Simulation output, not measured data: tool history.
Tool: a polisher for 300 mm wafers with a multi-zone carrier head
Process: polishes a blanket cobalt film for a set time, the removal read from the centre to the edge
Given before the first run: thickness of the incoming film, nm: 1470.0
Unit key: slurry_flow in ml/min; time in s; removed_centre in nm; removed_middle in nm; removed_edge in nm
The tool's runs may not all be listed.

run,hour,slurry_flow,centre_zone,middle_zone,edge_zone,time,removed_centre,removed_middle,removed_edge
1,0.0,165,1.00,1.00,1.00,38,131.27,133.52,133.96
2,2.0,160,0.99,1.00,0.98,37,127.75,129.50,127.62
3,8.6,155,0.97,0.99,0.96,36,120.64,124.02,124.75
4,9.7,155,0.97,0.99,0.96,31,105.82,106.79,106.79
5,17.6,150,0.97,0.99,0.95,31,106.42,108.02,105.41
6,20.5,150,1.05,0.99,0.95,31,112.28,104.59,105.58
7,27.0,150,1.05,0.99,0.95,31,115.64,107.13,106.68
8,28.0,145,1.04,0.99,0.95,31,110.66,106.68,104.58
9,31.2,140,1.03,0.99,0.95,31,107.96,104.29,105.21
10,37.5,140,1.03,1.00,0.94,31,109.71,108.28,104.65
11,46.5,135,1.03,1.00,0.94,31,107.95,106.74,104.75
12,47.2,130,1.03,1.00,0.93,31,105.50,104.30,103.77
13,50.6,130,1.03,1.00,0.92,31,111.37,106.25,103.57

Run 14 comes next. What will it give?
14,57.8,125,1.02,1.00,0.92,31,?,?,?

Run 14 gave removed_centre 108.16 nm, removed_middle 105.60 nm, removed_edge 103.10 nm.
